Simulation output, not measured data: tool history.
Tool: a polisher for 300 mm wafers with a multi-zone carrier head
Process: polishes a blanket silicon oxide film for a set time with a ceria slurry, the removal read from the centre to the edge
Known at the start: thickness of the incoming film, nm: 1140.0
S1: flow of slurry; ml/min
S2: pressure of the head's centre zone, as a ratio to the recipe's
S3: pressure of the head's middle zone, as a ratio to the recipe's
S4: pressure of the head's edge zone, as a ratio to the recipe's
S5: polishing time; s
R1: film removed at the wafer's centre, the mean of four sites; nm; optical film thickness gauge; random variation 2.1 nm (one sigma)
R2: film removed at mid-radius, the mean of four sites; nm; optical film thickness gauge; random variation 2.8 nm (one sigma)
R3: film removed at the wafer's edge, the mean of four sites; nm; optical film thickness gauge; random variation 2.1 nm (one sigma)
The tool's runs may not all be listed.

run	hour	S1	S2	S3	S4	S5	R1	R2	R3
1	0	170	1	1	1	69	451.42	473.64	462.77
2	0.9	170	1.09	1	1	69	500.84	470.14	463.59
3	9.9	170	1.09	1	1.05	69	498.95	477.59	470.93
4	12.2	165	1.06	0.99	1	61	425.62	413.58	409.46
5	18.1	160	1.04	0.98	0.96	56	377.66	367.23	362.98
6	27.1	190	1.04	0.98	0.96	56	387.73	382.53	374.46
7	31.4	175	1.02	0.96	0.92	54	365.64	354.79	351.92
8	35.7	160	1	0.95	0.89	52	336.03	337.51	329.34

The next listed run, before its measurement:
9	38.5	150	0.99	0.93	0.87	52	?	?	?

{"run 9": {"R1": 328.71, "R2": 326.13, "R3": 323.06}}
